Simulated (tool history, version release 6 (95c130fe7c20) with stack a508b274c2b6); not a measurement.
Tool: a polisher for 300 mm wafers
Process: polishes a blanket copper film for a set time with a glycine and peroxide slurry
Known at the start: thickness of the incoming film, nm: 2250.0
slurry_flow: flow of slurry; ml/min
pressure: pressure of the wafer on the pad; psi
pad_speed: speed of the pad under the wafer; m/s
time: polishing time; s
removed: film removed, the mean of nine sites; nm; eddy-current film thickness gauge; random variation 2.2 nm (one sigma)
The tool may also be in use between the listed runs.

run	hour	slurry_flow	pressure	pad_speed	time	removed
1	0.0	315	3.2	0.96	50	283.43
2	5.0	315	3.0	0.96	50	268.97
3	6.1	315	3.0	1.10	50	299.01
4	8.4	315	2.8	1.10	50	287.55
5	13.4	315	3.5	1.10	50	342.67
# hour 20.7: slurry nozzle cleaned
6	20.7	315	3.5	1.10	50	352.15

Forecast run 7:
7	28.3	315	3.3	1.10	50	?

{"run 7": {"removed": 340.37}}

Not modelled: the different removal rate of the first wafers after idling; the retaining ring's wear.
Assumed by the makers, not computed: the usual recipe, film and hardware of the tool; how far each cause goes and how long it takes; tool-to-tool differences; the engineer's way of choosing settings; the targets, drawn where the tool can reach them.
